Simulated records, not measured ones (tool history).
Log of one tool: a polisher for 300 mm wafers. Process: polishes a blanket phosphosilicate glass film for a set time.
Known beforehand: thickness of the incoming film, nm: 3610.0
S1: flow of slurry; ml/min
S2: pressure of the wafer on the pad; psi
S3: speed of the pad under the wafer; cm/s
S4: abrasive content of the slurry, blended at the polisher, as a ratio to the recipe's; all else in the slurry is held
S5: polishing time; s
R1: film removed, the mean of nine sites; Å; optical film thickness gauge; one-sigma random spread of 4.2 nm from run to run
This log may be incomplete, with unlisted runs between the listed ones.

| run | hour | S1 | S2 | S3 | S4 | S5 | R1 |
|---|---|---|---|---|---|---|---|
| 1 | 0.0 | 165 | 3.1 | 94 | 1.00 | 33 | 2290.6 |
| 2 | 5.9 | 165 | 3.3 | 94 | 1.00 | 33 | 2496.9 |
| 3 | 14.9 | 165 | 3.3 | 94 | 1.00 | 33 | 2492.6 |
| 4 | 19.3 | 200 | 3.3 | 94 | 1.00 | 33 | 2523.0 |
| 5 | 21.6 | 200 | 3.4 | 94 | 1.00 | 33 | 2678.7 |
| 6 | 26.1 | 200 | 3.4 | 94 | 0.85 | 33 | 2445.2 |

Run 7, settings as shown, results not yet in. Your forecast:
| 7 | 29.7 | 200 | 3.6 | 94 | 0.85 | 33 | ? |

R1: 2568.0 Å
